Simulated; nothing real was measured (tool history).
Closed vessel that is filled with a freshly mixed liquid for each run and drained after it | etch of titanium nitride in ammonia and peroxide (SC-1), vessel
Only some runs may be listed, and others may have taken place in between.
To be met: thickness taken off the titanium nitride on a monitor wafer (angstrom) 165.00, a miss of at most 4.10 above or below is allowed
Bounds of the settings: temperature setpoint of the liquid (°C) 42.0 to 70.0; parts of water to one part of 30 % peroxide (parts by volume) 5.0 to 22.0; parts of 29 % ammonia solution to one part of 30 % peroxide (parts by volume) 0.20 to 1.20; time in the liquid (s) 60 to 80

run	day	temperature setpoint of the liquid (°C)	parts of water to one part of 30 % peroxide (parts by volume)	parts of 29 % ammonia solution to one part of 30 % peroxide (parts by volume)	time in the liquid (s)	thickness taken off the titanium nitride on a monitor wafer (angstrom)
1	0.000	58.0	12.5	0.80	80	126.65
2	0.029	58.5	12.5	0.80	80	132.01
3	0.054	58.5	12.5	0.80	80	129.60
4	0.129	59.0	12.5	0.80	80	134.62
5	0.462	59.0	15.5	0.80	80	120.44
6	0.600	59.5	15.5	0.80	80	124.91
7	0.625	60.0	15.5	0.80	80	129.60
8	0.796	60.5	15.5	0.80	80	133.34

Exercise: of the 4 proposed moves below, exactly one satisfies all targets within the stated allowed misses. Which move is it?
A	0.967	61.0	17.0	0.85	70	?
B	0.967	64.0	18.0	0.70	65	?
C	0.967	59.5	21.0	0.80	80	?
D	0.967	60.5	9.5	0.60	80	?

move	thickness taken off the titanium nitride on a monitor wafer (angstrom)
A	115.68
B	122.15
C	105.63
D	164.00
A: moves away from the targets compared with the last run
B: moves away from the targets compared with the last run
C: moves away from the targets compared with the last run
D: in spec on every target
The right move is D.
